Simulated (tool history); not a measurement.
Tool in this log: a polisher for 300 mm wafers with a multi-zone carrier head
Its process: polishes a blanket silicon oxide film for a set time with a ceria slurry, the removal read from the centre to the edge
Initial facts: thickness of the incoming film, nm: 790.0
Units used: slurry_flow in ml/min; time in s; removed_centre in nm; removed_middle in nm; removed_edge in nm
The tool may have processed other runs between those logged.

| run | hour | slurry_flow | centre_zone | middle_zone | edge_zone | time | removed_centre | removed_middle | removed_edge |
|---|---|---|---|---|---|---|---|---|---|
| 1 | 0 | 255 | 1 | 1 | 1 | 69 | 253.3 | 258.21 | 260.46 |
| 2 | 6.4 | 245 | 0.97 | 0.97 | 1 | 65 | 234.34 | 237.51 | 240.09 |
| 3 | 10.7 | 295 | 0.97 | 0.97 | 1 | 65 | 241.57 | 243.3 | 244.02 |
| 4 | 11.5 | 230 | 0.97 | 0.97 | 1 | 65 | 234.08 | 237.45 | 239.69 |
| 5 | 12.2 | 230 | 0.97 | 0.92 | 1 | 65 | 230.7 | 227.5 | 249.04 |
| 6 | 14.2 | 230 | 0.93 | 0.92 | 1 | 65 | 223.89 | 228.71 | 242.36 |

Run 7 has not been measured yet. What should we expect?
| 7 | 23 | 220 | 0.92 | 0.9 | 1.01 | 61 | ? | ? | ? |

removed_centre: 207.89 nm
removed_middle: 209.73 nm
removed_edge: 225.38 nm
